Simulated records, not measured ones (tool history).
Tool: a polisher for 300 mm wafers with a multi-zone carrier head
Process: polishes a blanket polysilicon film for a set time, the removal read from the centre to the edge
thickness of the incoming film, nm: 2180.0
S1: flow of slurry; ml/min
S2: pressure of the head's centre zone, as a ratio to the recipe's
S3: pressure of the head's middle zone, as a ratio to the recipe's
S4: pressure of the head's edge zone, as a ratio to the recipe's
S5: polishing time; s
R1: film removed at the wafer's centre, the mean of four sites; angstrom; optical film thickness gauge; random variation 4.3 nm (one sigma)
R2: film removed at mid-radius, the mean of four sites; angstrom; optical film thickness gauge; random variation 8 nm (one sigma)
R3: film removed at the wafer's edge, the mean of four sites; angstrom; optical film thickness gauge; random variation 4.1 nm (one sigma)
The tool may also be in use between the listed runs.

run  hour   S1    S2    S3    S4  S5      R1      R2      R3
  1   0.0  245  1.00  1.00  1.00  73  4585.3  4448.3  4512.5
  2   8.8  255  1.00  1.03  1.00  75  4641.3  4739.1  4588.3
  3  10.3  255  1.00  0.96  1.00  75  4709.6  4365.0  4663.3
  4  13.1  215  1.00  0.96  1.00  75  4551.8  4342.8  4521.8
  5  18.5  220  1.00  0.99  1.01  77  4729.4  4544.1  4723.9
  6  22.8  235  1.00  1.02  1.01  78  4808.1  4793.9  4826.9
  7  25.2  245  1.00  1.04  1.01  79  4855.9  4964.6  4896.3

Forecast run 8:
  8  30.7  255  1.00  1.06  1.01  80   ?   ?   ?

R1: 4959.6 angstrom
R2: 5306.7 angstrom
R3: 4965.9 angstrom
